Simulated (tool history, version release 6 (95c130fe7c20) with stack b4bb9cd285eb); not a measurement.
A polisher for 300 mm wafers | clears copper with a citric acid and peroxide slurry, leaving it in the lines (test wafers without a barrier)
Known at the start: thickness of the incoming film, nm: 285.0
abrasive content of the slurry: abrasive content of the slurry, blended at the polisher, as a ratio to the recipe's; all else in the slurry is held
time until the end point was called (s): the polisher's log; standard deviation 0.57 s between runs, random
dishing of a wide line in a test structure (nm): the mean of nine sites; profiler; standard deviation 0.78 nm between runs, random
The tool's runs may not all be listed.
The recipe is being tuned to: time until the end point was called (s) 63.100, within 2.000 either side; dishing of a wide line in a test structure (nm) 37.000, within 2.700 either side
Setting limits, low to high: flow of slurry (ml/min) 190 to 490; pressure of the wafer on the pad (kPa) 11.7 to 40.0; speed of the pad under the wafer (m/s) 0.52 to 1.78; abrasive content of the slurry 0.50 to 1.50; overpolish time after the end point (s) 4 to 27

run  hour  flow of slurry (ml/min)  pressure of the wafer on the pad (kPa)  speed of the pad under the wafer (m/s)  abrasive content of the slurry  overpolish time after the end point (s)  time until the end point was called (s)  dishing of a wide line in a test structure (nm)
  1   0.0                      315                                    25.5                                    1.14                            1.00                                       14                                  116.080                                           20.346
  2   5.0                      315                                    25.5                                    1.14                            1.20                                       14                                  113.940                                           21.696
  3  12.7                      315                                    25.5                                    0.88                            1.20                                       14                                  142.200                                           18.089
  4  17.0                      320                                    30.3                                    0.98                            1.20                                       15                                  110.110                                           23.646
  5  19.2                      320                                    30.3                                    0.98                            1.10                                       15                                  112.580                                           22.074
  6  23.8                      325                                    33.8                                    1.08                            1.10                                       15                                   95.412                                           26.043
  7  25.1                      325                                    35.9                                    1.18                            1.10                                       15                                   82.842                                           27.184
  8  25.8                      330                                    37.2                                    1.24                            1.10                                       16                                   75.697                                           31.029
  9  33.5                      330                                    37.9                                    1.28                            1.10                                       16                                   72.135                                           30.349
 10  34.5                      330                                    38.6                                    1.30                            1.10                                       17                                   69.597                                           32.046
 11  36.9                      330                                    39.3                                    1.32                            1.10                                       18                                   68.419                                           32.660

Which single option among these 4 for the next run brings every result within its allowed miss of target? Just one does.
  A  39.3                      325                                    40.0                                    1.44                            0.95                                       21                                        ?                                                ?
  B  39.3                      295                                    40.0                                    1.20                            1.05                                       27                                        ?                                                ?
  C  39.3                      345                                    40.0                                    1.42                            1.00                                       15                                        ?                                                ?
  D  39.3                      285                                    37.2                                    1.58                            1.30                                       13                                        ?                                                ?

move  time until the end point was called (s)  dishing of a wide line in a test structure (nm)
   A                                   62.932                                           38.268
   B                                   73.802                                           39.551
   C                                   62.678                                           33.146
   D                                   57.567                                           32.127
A: all results in spec
B: further off than the last run
C: the worst result of the last run now meets its target, but another is out of spec
D: moves the result that the last run missed by most past its target, out the other side
Move A is the one to make.
